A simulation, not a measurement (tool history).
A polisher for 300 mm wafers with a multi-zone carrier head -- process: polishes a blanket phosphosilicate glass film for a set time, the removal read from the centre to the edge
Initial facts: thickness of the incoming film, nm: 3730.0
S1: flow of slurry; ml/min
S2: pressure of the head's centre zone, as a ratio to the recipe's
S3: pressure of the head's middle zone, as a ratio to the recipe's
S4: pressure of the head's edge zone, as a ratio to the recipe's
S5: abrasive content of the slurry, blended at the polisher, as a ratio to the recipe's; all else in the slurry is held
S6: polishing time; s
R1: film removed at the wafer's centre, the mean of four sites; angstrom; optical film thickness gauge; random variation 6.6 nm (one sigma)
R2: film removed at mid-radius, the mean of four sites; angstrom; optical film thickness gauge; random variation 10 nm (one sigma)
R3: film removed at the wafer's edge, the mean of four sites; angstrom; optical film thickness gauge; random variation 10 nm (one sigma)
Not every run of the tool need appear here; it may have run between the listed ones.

| run | hour | S1 | S2 | S3 | S4 | S5 | S6 | R1 | R2 | R3 |
|---|---|---|---|---|---|---|---|---|---|---|
| 1 | 0 | 180 | 1 | 1 | 1 | 1 | 71 | 8982.1 | 9062.4 | 9343.5 |
| 2 | 5.4 | 180 | 1 | 0.99 | 0.99 | 0.95 | 71 | 8779.6 | 8819.2 | 8958.5 |
| 3 | 8.3 | 175 | 1 | 0.97 | 0.98 | 0.95 | 71 | 8703.7 | 8822.5 | 9031.6 |
| 4 | 15 | 175 | 1.01 | 0.96 | 0.99 | 0.9 | 71 | 8618.1 | 8379.7 | 8587.2 |
| 5 | 17.6 | 175 | 1.01 | 0.96 | 0.99 | 0.9 | 86 | 10270 | 10003 | 10626 |
| 6 | 23.3 | 175 | 1.01 | 0.95 | 0.99 | 0.85 | 85 | 10020 | 9403.6 | 10271 |
| 7 | 28.4 | 175 | 1.01 | 0.95 | 0.99 | 0.85 | 85 | 9931.6 | 9777.6 | 9898.5 |
| 8 | 29 | 170 | 1.01 | 0.94 | 1.01 | 0.8 | 84 | 9360.4 | 9034.8 | 9436.3 |
| 9 | 32.6 | 145 | 1 | 0.84 | 0.93 | 0.55 | 83 | 6861.7 | 6219.6 | 7045.2 |
| 10 | 33.4 | 150 | 1 | 0.84 | 0.93 | 0.55 | 83 | 6898.2 | 6379.6 | 6862.2 |
| 11 | 40.2 | 150 | 1 | 0.84 | 0.94 | 0.55 | 83 | 7008.2 | 6044 | 6900.7 |
| 12 | 47.1 | 155 | 1 | 0.85 | 0.94 | 0.55 | 83 | 6915.2 | 6396.8 | 7054.2 |

Estimate the outcome of run 13 from the log above:
| 13 | 48.7 | 160 | 1 | 0.85 | 0.94 | 0.55 | 83 | ? | ? | ? |

R1: 6862.4 angstrom
R2: 6452 angstrom
R3: 7007.1 angstrom

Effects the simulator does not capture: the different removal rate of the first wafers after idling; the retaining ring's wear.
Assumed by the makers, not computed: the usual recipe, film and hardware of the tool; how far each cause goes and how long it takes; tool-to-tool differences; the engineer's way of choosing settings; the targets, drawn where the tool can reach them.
